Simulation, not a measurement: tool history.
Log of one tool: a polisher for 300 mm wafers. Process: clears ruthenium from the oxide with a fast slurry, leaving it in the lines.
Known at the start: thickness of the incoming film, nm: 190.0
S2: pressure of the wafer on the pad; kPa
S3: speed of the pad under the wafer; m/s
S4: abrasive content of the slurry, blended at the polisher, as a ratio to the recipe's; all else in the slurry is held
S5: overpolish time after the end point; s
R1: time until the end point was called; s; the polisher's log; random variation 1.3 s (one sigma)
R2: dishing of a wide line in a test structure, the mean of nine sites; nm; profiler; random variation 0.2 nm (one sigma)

run 1 hour=0 | flow_of_slurry_(ml/min)=285 S2=23.4 S3=0.84 S4=1 S5=19 | R1=45.98 R2=57.472
run 2 hour=7.9 | flow_of_slurry_(ml/min)=285 S2=22.1 S3=0.76 S4=1 S5=17 | R1=53.032 R2=47.1
run 3 hour=12.4 | flow_of_slurry_(ml/min)=285 S2=20.7 S3=0.7 S4=1 S5=15 | R1=62.868 R2=36.814
run 4 hour=21.2 | flow_of_slurry_(ml/min)=295 S2=18.6 S3=0.68 S4=1.1 S5=13 | R1=66.016 R2=30.795
run 5 hour=28.5 | flow_of_slurry_(ml/min)=295 S2=18.6 S3=0.68 S4=1.2 S5=13 | R1=64.201 R2=32.521
run 6 hour=33.3 | flow_of_slurry_(ml/min)=325 S2=17.2 S3=0.7 S4=1.05 S5=12 | R1=71.77 R2=26.911

Forecast run 7:
run 7 hour=41 | flow_of_slurry_(ml/min)=350 S2=15.9 S3=0.74 S4=1 S5=11 | R1=? R2=?

R1: 74.086 s
R2: 23.859 nm
